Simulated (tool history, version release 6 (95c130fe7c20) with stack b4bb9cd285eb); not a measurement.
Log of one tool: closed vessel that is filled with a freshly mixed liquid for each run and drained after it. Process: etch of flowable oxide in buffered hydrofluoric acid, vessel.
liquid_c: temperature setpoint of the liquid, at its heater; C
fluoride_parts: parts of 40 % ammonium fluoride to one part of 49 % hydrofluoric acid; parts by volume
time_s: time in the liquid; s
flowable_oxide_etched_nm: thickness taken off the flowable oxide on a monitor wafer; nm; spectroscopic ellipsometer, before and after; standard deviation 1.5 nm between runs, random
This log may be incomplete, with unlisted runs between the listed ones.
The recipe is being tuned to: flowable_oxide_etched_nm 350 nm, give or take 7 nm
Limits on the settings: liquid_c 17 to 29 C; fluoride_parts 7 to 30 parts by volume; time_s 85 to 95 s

{"run": 1, "hour": 0.0, "liquid_c": 21, "fluoride_parts": 19, "time_s": 85, "flowable_oxide_etched_nm": 184.71}
{"run": 2, "hour": 1.7, "liquid_c": 21, "fluoride_parts": 23, "time_s": 85, "flowable_oxide_etched_nm": 159.42}
{"run": 3, "hour": 2.7, "liquid_c": 21, "fluoride_parts": 18, "time_s": 85, "flowable_oxide_etched_nm": 196.05}
{"run": 4, "hour": 5.5, "liquid_c": 22.5, "fluoride_parts": 17.5, "time_s": 85, "flowable_oxide_etched_nm": 218.07}
{"run": 5, "hour": 8.1, "liquid_c": 22.5, "fluoride_parts": 17.5, "time_s": 95, "flowable_oxide_etched_nm": 243.6}
{"run": 6, "hour": 13.2, "liquid_c": 21, "fluoride_parts": 17.5, "time_s": 95, "flowable_oxide_etched_nm": 224.13}
{"run": 7, "hour": 18.5, "liquid_c": 25, "fluoride_parts": 17, "time_s": 95, "flowable_oxide_etched_nm": 289.27}
{"run": 8, "hour": 22.3, "liquid_c": 25.5, "fluoride_parts": 17, "time_s": 95, "flowable_oxide_etched_nm": 296.26}
{"run": 9, "hour": 23.6, "liquid_c": 26, "fluoride_parts": 17, "time_s": 95, "flowable_oxide_etched_nm": 304.92}
{"run": 10, "hour": 32.7, "liquid_c": 26.5, "fluoride_parts": 17, "time_s": 95, "flowable_oxide_etched_nm": 309.62}
{"run": 11, "hour": 36.3, "liquid_c": 27, "fluoride_parts": 17, "time_s": 95, "flowable_oxide_etched_nm": 320.88}
{"run": 12, "hour": 43.1, "liquid_c": 27.5, "fluoride_parts": 17, "time_s": 95, "flowable_oxide_etched_nm": 330.11}
{"run": 13, "hour": 47.2, "liquid_c": 28, "fluoride_parts": 17, "time_s": 95, "flowable_oxide_etched_nm": 338.13}

Exactly one of the 4 candidate moves below puts every result within its allowed miss. Which one?
{"run": "A", "hour": 51.3, "liquid_c": 28.5, "fluoride_parts": 16.5, "time_s": 90, "flowable_oxide_etched_nm": "?"}
{"run": "B", "hour": 51.3, "liquid_c": 26, "fluoride_parts": 14, "time_s": 85, "flowable_oxide_etched_nm": "?"}
{"run": "C", "hour": 51.3, "liquid_c": 26, "fluoride_parts": 14.5, "time_s": 90, "flowable_oxide_etched_nm": "?"}
{"run": "D", "hour": 51.3, "liquid_c": 28.5, "fluoride_parts": 16, "time_s": 90, "flowable_oxide_etched_nm": "?"}

move=A flowable_oxide_etched_nm=338.12
move=B flowable_oxide_etched_nm=328.24
move=C flowable_oxide_etched_nm=335.79
move=D flowable_oxide_etched_nm=348.5
A: no better and no worse than the last run
B: the biggest miss grows against the last run
C: the biggest miss grows against the last run
D: all results land within tolerance of their targets
Move D is the one to make.
